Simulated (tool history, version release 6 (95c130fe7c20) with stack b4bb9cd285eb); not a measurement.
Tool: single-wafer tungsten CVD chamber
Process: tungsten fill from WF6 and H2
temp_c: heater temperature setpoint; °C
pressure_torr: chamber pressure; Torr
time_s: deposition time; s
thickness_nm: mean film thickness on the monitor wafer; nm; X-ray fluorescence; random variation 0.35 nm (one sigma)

run  hour  temp_c  pressure_torr  time_s  thickness_nm
  1   0.0     380           48.7    35.6        95.295
  2   8.8     373           48.7    35.6        83.514
  3  14.9     373           48.7    35.6        83.805
  4  17.6     372           48.6    35.6        83.186
  5  24.0     371           48.5    35.6        81.163
  6  27.0     381           48.5    35.6        96.637
  7  29.0     377           48.1    35.6        88.982

The next listed run, before its measurement:
  8  33.6     374           47.9    35.6             ?

Run 8 gave thickness_nm 84.859 nm.
